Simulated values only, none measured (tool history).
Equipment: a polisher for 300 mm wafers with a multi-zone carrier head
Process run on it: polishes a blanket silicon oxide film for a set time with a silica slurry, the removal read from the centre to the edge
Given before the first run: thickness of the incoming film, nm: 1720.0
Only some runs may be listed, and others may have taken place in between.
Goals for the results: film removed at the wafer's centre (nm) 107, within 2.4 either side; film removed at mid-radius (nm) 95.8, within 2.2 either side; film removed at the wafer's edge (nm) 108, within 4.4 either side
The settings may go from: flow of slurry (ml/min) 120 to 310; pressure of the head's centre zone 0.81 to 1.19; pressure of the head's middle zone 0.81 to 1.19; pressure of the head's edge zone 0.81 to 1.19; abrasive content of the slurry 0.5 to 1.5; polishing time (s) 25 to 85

run	hour	flow of slurry (ml/min)	pressure of the head's centre zone	pressure of the head's middle zone	pressure of the head's edge zone	abrasive content of the slurry	polishing time (s)	film removed at the wafer's centre (nm)	film removed at mid-radius (nm)	film removed at the wafer's edge (nm)
1	0	200	1	1	1	1	55	222.81	223.96	230.86
2	6.5	195	1	0.98	0.98	0.95	53	206.85	201.05	211.03
3	14.5	195	1	0.98	0.98	0.9	53	205.49	200.4	205.64
4	16.6	195	1	0.98	0.98	0.9	46	176.29	175.07	178.55
5	24.5	195	1	0.98	0.98	0.9	56	213.85	210.41	217.28
6	25.2	190	0.99	0.96	0.97	0.85	54	199.94	195.32	204.8
7	26.8	185	0.99	0.94	0.96	0.8	52	188.87	180.69	194.52
8	31.5	185	0.99	0.93	0.95	0.75	50	173.81	164.85	174.34
9	34.8	180	0.99	0.92	0.94	0.7	49	165.12	157.78	168.15
10	41	180	0.99	0.91	0.93	0.7	47	159.99	148.53	161.79
11	48.7	180	0.99	0.9	0.92	0.7	46	156.08	144.36	156.88
12	50.3	180	0.99	0.9	0.92	0.7	46	155.2	143.77	157.11
13	51	180	0.99	0.89	0.91	0.7	45	152.64	139.12	148.02
14	53.7	175	0.99	0.88	0.91	0.7	44	148.3	135.56	147.49
15	55.9	175	0.99	0.87	0.91	0.7	43	144.88	130.3	144.17
16	56.6	145	0.94	0.81	0.81	0.5	34	92.566	80.842	91.731
17	60.5	155	0.94	0.81	0.82	0.5	34	93.873	81.131	93.341
18	64.9	165	0.94	0.82	0.83	0.5	34	94.933	84.739	94.413
19	66.6	170	0.94	0.82	0.84	0.5	34	95.407	84.568	95.12
20	71.4	180	0.94	0.82	0.85	0.5	34	96.004	84.914	95.325
21	80.3	180	0.95	0.83	0.86	0.5	34	96.957	86.254	97.216
22	82.9	185	0.96	0.83	0.87	0.5	34	98.192	86.49	96.24
23	87.9	240	0.96	0.85	0.97	0.6	34	110.07	99.057	113.9
24	94.1	240	0.96	0.85	0.96	0.6	34	110.61	98.938	111.73
25	101.3	240	0.96	0.85	0.96	0.6	34	111.11	98.161	112.03
26	109.4	235	0.95	0.85	0.94	0.6	34	109.55	99.32	115.32
27	112.3	230	0.95	0.85	0.94	0.6	34	109.29	97.28	109.69

Next run, 4 choices. One meets every target within its allowed miss, the rest don't. Which?
A	115.2	280	0.92	0.83	0.89	0.6	33	?	?	?
B	115.2	200	0.98	0.83	0.94	0.75	32	?	?	?
C	115.2	260	1	0.81	0.95	0.5	36	?	?	?
D	115.2	280	1.04	0.82	0.81	0.65	32	?	?	?

move	film removed at the wafer's centre (nm)	film removed at mid-radius (nm)	film removed at the wafer's edge (nm)
A	106.44	94.874	107.12
B	113.01	97.19	113.72
C	112	92.849	110.5
D	115.63	94.289	103.13
A: all results in spec
B: further off than the last run
C: further off than the last run
D: further off than the last run
So the answer is move A, the one that meets all the targets.

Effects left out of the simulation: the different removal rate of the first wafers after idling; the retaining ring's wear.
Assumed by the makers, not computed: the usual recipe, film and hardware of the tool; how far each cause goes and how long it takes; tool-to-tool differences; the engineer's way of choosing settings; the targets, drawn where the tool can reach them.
